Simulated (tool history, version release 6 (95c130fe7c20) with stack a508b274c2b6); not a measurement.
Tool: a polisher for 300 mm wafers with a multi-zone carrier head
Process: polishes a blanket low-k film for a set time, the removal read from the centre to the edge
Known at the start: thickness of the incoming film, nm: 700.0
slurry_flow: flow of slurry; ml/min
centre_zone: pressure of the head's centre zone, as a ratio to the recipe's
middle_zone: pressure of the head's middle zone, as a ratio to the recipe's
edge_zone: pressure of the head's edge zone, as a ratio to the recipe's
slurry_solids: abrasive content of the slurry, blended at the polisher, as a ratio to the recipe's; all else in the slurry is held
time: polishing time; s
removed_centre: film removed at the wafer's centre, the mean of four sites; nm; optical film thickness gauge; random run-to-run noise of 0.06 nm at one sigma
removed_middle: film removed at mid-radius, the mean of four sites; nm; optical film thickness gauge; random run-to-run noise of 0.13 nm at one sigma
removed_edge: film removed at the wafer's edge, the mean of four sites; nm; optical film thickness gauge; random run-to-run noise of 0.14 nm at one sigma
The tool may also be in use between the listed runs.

| run | hour | slurry_flow | centre_zone | middle_zone | edge_zone | slurry_solids | time | removed_centre | removed_middle | removed_edge |
|---|---|---|---|---|---|---|---|---|---|---|
| 1 | 0 | 215 | 1 | 1 | 1 | 1 | 61 | 18.899 | 18.926 | 18.778 |
| 2 | 1.7 | 215 | 1 | 1 | 0.92 | 1 | 61 | 19.166 | 19.381 | 18.756 |
| 3 | 8.8 | 180 | 1 | 1 | 0.92 | 1 | 61 | 18.493 | 18.888 | 18.31 |
| 4 | 14.2 | 180 | 0.98 | 0.99 | 0.92 | 0.9 | 57 | 15.995 | 16.126 | 16.434 |
| 5 | 15.1 | 185 | 0.97 | 1.01 | 0.91 | 0.8 | 54 | 14.225 | 15.187 | 14.108 |
| 6 | 20 | 185 | 1.01 | 1.01 | 0.91 | 0.8 | 54 | 14.901 | 15.192 | 14.47 |
| 7 | 26.6 | 185 | 0.98 | 1 | 0.91 | 0.75 | 52 | 13.566 | 13.864 | 13.512 |
| 8 | 29.4 | 160 | 0.88 | 0.98 | 0.84 | 0.5 | 46 | 8.1014 | 9.1829 | 8.9258 |
| 9 | 30.8 | 175 | 0.88 | 0.98 | 0.86 | 0.5 | 46 | 8.3607 | 9.2794 | 9.1879 |
| 10 | 33.4 | 235 | 0.86 | 1.04 | 0.96 | 0.55 | 46 | 9.0972 | 11.139 | 10.401 |
| 11 | 34.6 | 235 | 0.86 | 1.03 | 0.96 | 0.55 | 46 | 8.9889 | 10.82 | 10.415 |

The next listed run, before its measurement:
| 12 | 41.3 | 235 | 0.89 | 0.98 | 0.94 | 0.55 | 46 | ? | ? | ? |

removed_centre: 9.3622 nm
removed_middle: 10.239 nm
removed_edge: 10.405 nm

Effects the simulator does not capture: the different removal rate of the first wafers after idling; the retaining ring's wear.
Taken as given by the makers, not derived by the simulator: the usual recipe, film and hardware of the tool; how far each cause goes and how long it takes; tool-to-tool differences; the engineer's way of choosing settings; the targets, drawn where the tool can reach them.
